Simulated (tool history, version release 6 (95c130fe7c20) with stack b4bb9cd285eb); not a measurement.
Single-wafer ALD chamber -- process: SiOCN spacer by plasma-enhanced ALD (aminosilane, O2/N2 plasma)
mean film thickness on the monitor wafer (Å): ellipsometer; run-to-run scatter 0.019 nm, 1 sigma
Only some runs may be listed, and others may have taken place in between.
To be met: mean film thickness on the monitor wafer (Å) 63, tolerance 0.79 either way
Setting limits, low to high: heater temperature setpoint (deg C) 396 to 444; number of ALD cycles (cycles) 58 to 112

run  hour  heater temperature setpoint (deg C)  number of ALD cycles (cycles)  mean film thickness on the monitor wafer (Å)
  1     0                                  420                             85                                        54.686
  2   3.4                                  415                             85                                        55.549
  3   7.1                                  410                             85                                        56.895
  4   8.1                                  407                             86                                        57.672
     15.1  -- thermocouple changed; heater temperature recalibrated
  5  15.1                                  417                             86                                        56.353
  6  15.9                                  414                             87                                        57.749
  7  16.6                                  414                             87                                        57.769
  8    20                                  411                             88                                        58.951
  9  27.5                                  411                             88                                        58.875

Of the 4 settings listed for the next run, only one would bring every result within its allowed miss of target. Which one?
  A    35                                  402                             89                                             ?
  B    35                                  411                             91                                             ?
  C    35                                  410                             94                                             ?
  D    35                                  403                             89                                             ?

move  mean film thickness on the monitor wafer (Å)
   A                                        61.638
   B                                        61.226
   C                                        63.451
   D                                        61.443
A: closes in on the targets versus the last run, not all within tolerance yet
B: closes in on the targets versus the last run, not all within tolerance yet
C: every result lands within tolerance
D: closes in on the targets versus the last run, not all within tolerance yet
Correct choice: C, which meets every target
